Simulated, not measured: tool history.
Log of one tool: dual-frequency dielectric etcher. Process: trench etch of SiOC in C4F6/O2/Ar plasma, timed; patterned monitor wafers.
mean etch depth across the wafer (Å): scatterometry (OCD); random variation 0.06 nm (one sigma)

run,day,source power (W),bias power (W),etch time (s),mean etch depth across the wafer (Å)
1,0.000,440,174,10,225.11
2,0.275,470,174,10,234.03
3,0.504,440,165,10,223.30
4,0.733,410,156,10,210.77
5,0.871,390,150,10,203.12
6,1.071,390,150,9,182.64
7,1.121,380,149,9,179.76
8,1.300,380,149,9,180.63

The next listed run, before its measurement:
9,1.333,370,148,9,?

mean etch depth across the wafer (Å): 176.13
